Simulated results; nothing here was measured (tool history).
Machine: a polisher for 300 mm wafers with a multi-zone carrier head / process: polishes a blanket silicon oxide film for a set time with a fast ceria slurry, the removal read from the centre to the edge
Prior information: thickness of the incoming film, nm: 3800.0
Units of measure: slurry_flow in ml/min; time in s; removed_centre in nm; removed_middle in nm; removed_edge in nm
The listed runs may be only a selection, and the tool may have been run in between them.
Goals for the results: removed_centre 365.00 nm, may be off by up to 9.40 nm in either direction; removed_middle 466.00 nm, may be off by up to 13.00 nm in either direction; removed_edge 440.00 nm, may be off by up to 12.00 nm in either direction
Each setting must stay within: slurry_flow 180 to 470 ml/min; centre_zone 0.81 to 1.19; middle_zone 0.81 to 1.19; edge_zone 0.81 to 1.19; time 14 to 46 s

| run | hour | slurry_flow | centre_zone | middle_zone | edge_zone | time | removed_centre | removed_middle | removed_edge |
|---|---|---|---|---|---|---|---|---|---|
| 1 | 0.0 | 300 | 1.00 | 1.00 | 1.00 | 30 | 332.06 | 341.30 | 329.59 |
| 2 | 4.8 | 300 | 1.00 | 1.08 | 1.00 | 30 | 333.39 | 370.74 | 331.54 |
| 3 | 11.1 | 305 | 0.99 | 1.09 | 1.03 | 31 | 344.48 | 382.77 | 345.26 |
| 4 | 13.8 | 255 | 0.99 | 1.09 | 1.03 | 31 | 343.83 | 374.79 | 341.01 |
| 5 | 20.0 | 255 | 0.99 | 1.05 | 1.03 | 31 | 335.31 | 365.12 | 345.39 |
| 6 | 28.9 | 330 | 0.99 | 1.05 | 1.03 | 31 | 344.45 | 374.48 | 344.48 |
| 7 | 30.8 | 320 | 0.97 | 1.06 | 1.04 | 32 | 347.31 | 389.01 | 363.99 |
| 8 | 38.1 | 320 | 0.96 | 1.07 | 1.06 | 32 | 345.01 | 391.02 | 365.45 |

5 candidate next runs follow, results not yet known. Just one meets every target within its allowed miss. Identify it.
| A | 45.4 | 245 | 0.81 | 1.01 | 1.08 | 41 | ? | ? | ? |
| B | 45.4 | 255 | 0.88 | 0.98 | 1.16 | 38 | ? | ? | ? |
| C | 45.4 | 380 | 0.95 | 0.88 | 1.13 | 35 | ? | ? | ? |
| D | 45.4 | 190 | 0.86 | 1.08 | 1.07 | 40 | ? | ? | ? |
| E | 45.4 | 335 | 0.92 | 1.01 | 1.13 | 37 | ? | ? | ? |

| move | removed_centre | removed_middle | removed_edge |
|---|---|---|---|
| A | 364.61 | 463.50 | 460.46 |
| B | 368.87 | 420.18 | 444.06 |
| C | 380.14 | 365.36 | 414.26 |
| D | 367.20 | 466.17 | 437.99 |
| E | 385.46 | 429.46 | 434.04 |
A: pushes the last run's worst result past its target
B: the worst result of the last run now meets its target, but another is out of spec
C: its largest miss is bigger than the last run's
D: all results in spec
E: the worst result of the last run now meets its target, but another is out of spec
D is the move that brings every result within its allowed miss.

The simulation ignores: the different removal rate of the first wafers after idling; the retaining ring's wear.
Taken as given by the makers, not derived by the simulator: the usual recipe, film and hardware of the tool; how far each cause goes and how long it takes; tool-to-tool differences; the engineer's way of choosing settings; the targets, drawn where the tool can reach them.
